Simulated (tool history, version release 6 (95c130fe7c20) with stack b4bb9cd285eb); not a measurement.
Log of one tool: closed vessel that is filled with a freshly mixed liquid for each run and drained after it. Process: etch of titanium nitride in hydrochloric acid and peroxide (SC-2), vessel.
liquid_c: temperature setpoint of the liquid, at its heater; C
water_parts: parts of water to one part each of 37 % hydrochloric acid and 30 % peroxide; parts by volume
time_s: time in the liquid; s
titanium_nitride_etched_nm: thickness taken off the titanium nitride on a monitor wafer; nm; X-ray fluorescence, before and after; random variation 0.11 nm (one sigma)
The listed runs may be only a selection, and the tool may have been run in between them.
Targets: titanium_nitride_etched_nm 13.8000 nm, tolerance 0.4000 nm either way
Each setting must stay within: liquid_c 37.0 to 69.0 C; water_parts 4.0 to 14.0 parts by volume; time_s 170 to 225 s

run  hour  liquid_c  water_parts  time_s  titanium_nitride_etched_nm
  1   0.0      53.0          7.5     225                      7.9131
  2   5.7      54.5          7.5     225                      8.7831
  3  11.5      54.5         10.0     225                      6.9620
  4  15.0      61.5         10.0     225                     10.6880
  5  20.5      61.5         10.0     225                     10.7150
  6  25.7      61.5         12.0     225                      9.2527
  7  34.4      62.5         12.0     225                      9.7622
  8  37.2      63.5         12.0     225                     10.5170
  9  43.8      64.0         12.0     225                     10.9140
 10  50.8      64.5         12.0     225                     11.2070

5 next moves are on the table. One of them brings every result within its allowed miss. Which?
  A  57.8      63.5         13.0     180                           ?
  B  57.8      63.0          9.0     225                           ?
  C  57.8      62.0         12.5     210                           ?
  D  57.8      65.5         10.0     225                           ?
  E  57.8      69.0         14.0     225                           ?

move  titanium_nitride_etched_nm
   A                      7.8456
   B                     12.9680
   C                      8.6317
   D                     13.8510
   E                     12.8200
A: misses by more than the last run did
B: nearer than the last run, and not there yet
C: misses by more than the last run did
D: hits every target within its allowed miss
E: nearer than the last run, and not there yet
So the answer is move D, the one that meets all the targets.
